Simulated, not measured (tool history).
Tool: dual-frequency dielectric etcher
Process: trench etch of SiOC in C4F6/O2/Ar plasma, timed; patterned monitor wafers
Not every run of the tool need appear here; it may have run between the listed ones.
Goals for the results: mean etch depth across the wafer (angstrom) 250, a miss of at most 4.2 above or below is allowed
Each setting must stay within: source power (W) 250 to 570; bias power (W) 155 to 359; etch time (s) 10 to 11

run,hour,source power (W),bias power (W),etch time (s),mean etch depth across the wafer (angstrom)
1,0,410,257,11,268.91
2,3.7,410,257,11,268.63
3,10.5,410,299,11,278.95
4,15.7,410,323,11,284.74
5,21.3,390,321,11,281.55
6,29.7,370,316,11,276.21
7,37.7,360,312,11,271.86
8,41.9,350,310,11,268.78
9,47.5,340,308,11,266.87
10,48.4,330,306,11,264.11
11,55.3,320,305,11,262.15
12,57.1,310,304,11,258.14
13,58.4,310,303,11,257.85
14,62.7,310,302,11,259.48
15,64.1,310,302,11,257.87
16,70.2,310,301,11,257.59

Exercise: of the 4 proposed moves below, exactly one satisfies all targets within the stated allowed misses. Which move is it?
A,76.3,330,303,10.5,?
B,76.3,360,287,10,?
C,76.3,380,272,11,?
D,76.3,280,288,10.5,?

move,mean etch depth across the wafer (angstrom)
A,250.68
B,241.3
C,265.92
D,236.05
A: meets every target
B: takes the biggest miss from the last run beyond its target
C: further off than the last run
D: takes the biggest miss from the last run beyond its target
The right move is A.

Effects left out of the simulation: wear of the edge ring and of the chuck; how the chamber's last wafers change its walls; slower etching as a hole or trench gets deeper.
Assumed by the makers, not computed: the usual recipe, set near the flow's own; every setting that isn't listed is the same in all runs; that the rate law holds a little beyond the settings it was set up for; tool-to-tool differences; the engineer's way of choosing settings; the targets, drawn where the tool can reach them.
